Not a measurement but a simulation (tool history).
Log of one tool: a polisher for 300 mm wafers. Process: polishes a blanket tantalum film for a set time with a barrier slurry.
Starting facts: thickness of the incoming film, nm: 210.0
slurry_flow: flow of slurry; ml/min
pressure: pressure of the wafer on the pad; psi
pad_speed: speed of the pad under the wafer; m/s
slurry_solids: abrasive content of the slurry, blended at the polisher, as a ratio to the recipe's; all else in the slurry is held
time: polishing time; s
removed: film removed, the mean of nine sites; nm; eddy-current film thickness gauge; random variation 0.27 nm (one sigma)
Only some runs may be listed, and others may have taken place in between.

Run 1, hour 0: slurry_flow 175 ml/min, pressure 1.5 psi, pad_speed 1.16 m/s, slurry_solids 1, time 28 s. Result: removed 34.256 nm.
Run 2, hour 8.8: slurry_flow 175 ml/min, pressure 1.2 psi, pad_speed 1.16 m/s, slurry_solids 1, time 28 s. Result: removed 27.661 nm.
Run 3, hour 11.7: slurry_flow 175 ml/min, pressure 1.2 psi, pad_speed 1.16 m/s, slurry_solids 1.2, time 28 s. Result: removed 29.543 nm.
Run 4, hour 17.7: slurry_flow 175 ml/min, pressure 1.2 psi, pad_speed 1.16 m/s, slurry_solids 1.2, time 28 s. Result: removed 29.399 nm.
Run 5, hour 21.3: slurry_flow 175 ml/min, pressure 1.2 psi, pad_speed 1.02 m/s, slurry_solids 1.2, time 28 s. Result: removed 26.477 nm.
Run 6, hour 22.7: slurry_flow 175 ml/min, pressure 1.3 psi, pad_speed 1.02 m/s, slurry_solids 1.2, time 28 s. Result: removed 28.662 nm.
Run 7, hour 29.3: slurry_flow 180 ml/min, pressure 1.3 psi, pad_speed 1.02 m/s, slurry_solids 1.2, time 28 s. Result: removed 28.693 nm.
Run 8, hour 37.3: slurry_flow 190 ml/min, pressure 1.3 psi, pad_speed 1.02 m/s, slurry_solids 1.2, time 28 s. Result: removed 29.233 nm.
Run 9, hour 46.1: slurry_flow 200 ml/min, pressure 1.3 psi, pad_speed 1.02 m/s, slurry_solids 1.2, time 28 s. Result: removed 29.723 nm.
Run 10, hour 49.7: slurry_flow 200 ml/min, pressure 1.3 psi, pad_speed 1.02 m/s, slurry_solids 1.2, time 28 s. Result: removed 29.434 nm.

The next listed run, before its measurement:
Run 11, hour 55.3: slurry_flow 205 ml/min, pressure 1.3 psi, pad_speed 1.02 m/s, slurry_solids 1.2, time 28 s. Result: removed ?.

removed: 29.328 nm

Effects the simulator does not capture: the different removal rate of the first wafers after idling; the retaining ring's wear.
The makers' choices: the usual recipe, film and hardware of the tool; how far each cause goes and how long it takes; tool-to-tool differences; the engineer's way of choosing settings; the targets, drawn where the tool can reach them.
